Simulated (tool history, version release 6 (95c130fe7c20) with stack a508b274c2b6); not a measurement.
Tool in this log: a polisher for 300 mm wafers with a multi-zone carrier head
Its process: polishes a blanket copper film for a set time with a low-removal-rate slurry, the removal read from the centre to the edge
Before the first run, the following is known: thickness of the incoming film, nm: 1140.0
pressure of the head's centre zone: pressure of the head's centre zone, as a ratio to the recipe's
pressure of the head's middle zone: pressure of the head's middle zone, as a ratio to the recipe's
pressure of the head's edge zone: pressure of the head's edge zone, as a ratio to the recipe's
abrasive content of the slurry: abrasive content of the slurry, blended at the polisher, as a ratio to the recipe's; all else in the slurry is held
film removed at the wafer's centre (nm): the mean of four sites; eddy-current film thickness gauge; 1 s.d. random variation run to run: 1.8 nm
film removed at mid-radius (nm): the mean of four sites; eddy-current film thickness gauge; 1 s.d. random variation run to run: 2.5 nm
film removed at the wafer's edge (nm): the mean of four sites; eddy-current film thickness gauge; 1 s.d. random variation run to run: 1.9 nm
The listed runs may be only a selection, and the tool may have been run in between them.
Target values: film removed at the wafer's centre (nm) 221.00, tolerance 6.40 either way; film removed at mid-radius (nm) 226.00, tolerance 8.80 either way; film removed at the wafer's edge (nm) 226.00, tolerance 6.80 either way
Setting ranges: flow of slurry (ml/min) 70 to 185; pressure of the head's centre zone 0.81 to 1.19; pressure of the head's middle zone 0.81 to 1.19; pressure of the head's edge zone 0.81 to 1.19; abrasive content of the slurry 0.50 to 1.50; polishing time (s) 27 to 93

run,hour,flow of slurry (ml/min),pressure of the head's centre zone,pressure of the head's middle zone,pressure of the head's edge zone,abrasive content of the slurry,polishing time (s),film removed at the wafer's centre (nm),film removed at mid-radius (nm),film removed at the wafer's edge (nm)
1,0.0,120,1.00,1.00,1.00,1.00,59,153.05,158.08,155.92
2,7.8,130,1.02,1.02,1.05,1.15,62,170.46,180.65,177.53
3,10.8,130,1.02,1.02,1.13,1.15,62,168.78,178.40,181.84
4,18.7,130,1.02,0.99,1.13,1.15,62,171.31,176.09,182.79
5,25.9,130,1.02,0.93,1.13,1.15,62,169.23,168.22,178.54
6,29.2,140,1.05,0.97,1.15,1.25,64,186.46,179.42,194.21
7,34.3,170,1.07,1.07,1.13,1.50,68,214.10,223.48,218.08
8,36.4,170,1.07,1.07,1.14,1.50,68,214.98,219.98,216.70

Exercise: of the 5 proposed moves below, exactly one satisfies all targets within the stated allowed misses. Which move is it?
A,38.5,150,1.07,1.05,1.13,1.50,72,?,?,?
B,38.5,175,1.12,1.07,1.09,1.45,67,?,?,?
C,38.5,155,1.00,1.02,1.07,1.50,71,?,?,?
D,38.5,185,1.13,1.16,1.14,1.45,62,?,?,?
E,38.5,180,1.10,1.07,1.05,1.45,68,?,?,?

move,film removed at the wafer's centre (nm),film removed at mid-radius (nm),film removed at the wafer's edge (nm)
A,222.97,228.99,229.07
B,220.88,220.38,211.53
C,208.05,221.62,220.69
D,208.11,220.35,201.22
E,221.58,224.65,211.36
A: meets every target
B: the biggest miss grows against the last run
C: brings the result that was furthest off to its target, and leaves another outside
D: the biggest miss grows against the last run
E: the biggest miss grows against the last run
A is the move that brings every result within its allowed miss.

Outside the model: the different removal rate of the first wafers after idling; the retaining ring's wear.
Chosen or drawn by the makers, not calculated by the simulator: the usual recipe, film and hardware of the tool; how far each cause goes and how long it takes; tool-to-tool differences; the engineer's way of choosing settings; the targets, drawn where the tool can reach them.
